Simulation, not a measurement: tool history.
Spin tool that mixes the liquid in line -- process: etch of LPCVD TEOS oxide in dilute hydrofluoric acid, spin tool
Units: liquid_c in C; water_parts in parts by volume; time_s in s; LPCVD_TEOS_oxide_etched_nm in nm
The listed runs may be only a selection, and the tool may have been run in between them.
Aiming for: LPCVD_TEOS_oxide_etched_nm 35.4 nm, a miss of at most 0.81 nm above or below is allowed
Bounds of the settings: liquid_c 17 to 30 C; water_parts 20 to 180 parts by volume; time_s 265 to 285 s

run  hour  liquid_c  water_parts  time_s  LPCVD_TEOS_oxide_etched_nm
  1     0        22          100     265                       44.21
  2   2.1      25.5          100     265                      50.697
  3   6.5      25.5           85     265                      60.546
  4  15.2      25.5           55     265                      97.893
  5  17.3      25.5           30     265                      186.72
  6  20.4      27.5           30     265                      203.11
  7  25.5      26.5           35     265                      165.76
  8  30.8      25.5           40     265                      139.47
  9  36.8      21.5           80     265                      55.664
 10  41.7        21           80     265                       55.34
 11  44.3        17          115     265                      30.856
 12  45.8      17.5          115     265                       31.81
 13  46.4        18          115     265                      32.003
 14  54.1      18.5          115     265                       32.95
 15  62.6      19.5          115     265                      34.192

Pick the move, out of 4, that brings all results within their allowed miss; only one does.
  A  71.1        19          125     285                           ?
  B  71.1        17          115     285                           ?
  C  71.1        21          120     270                           ?
  D  71.1      20.5          130     285                           ?

move  LPCVD_TEOS_oxide_etched_nm
   A                      33.017
   B                      33.385
   C                      35.522
   D                      33.554
A: the biggest miss grows against the last run
B: the biggest miss grows against the last run
C: every result within its allowed miss
D: the biggest miss grows against the last run
Go with C: it meets all targets.
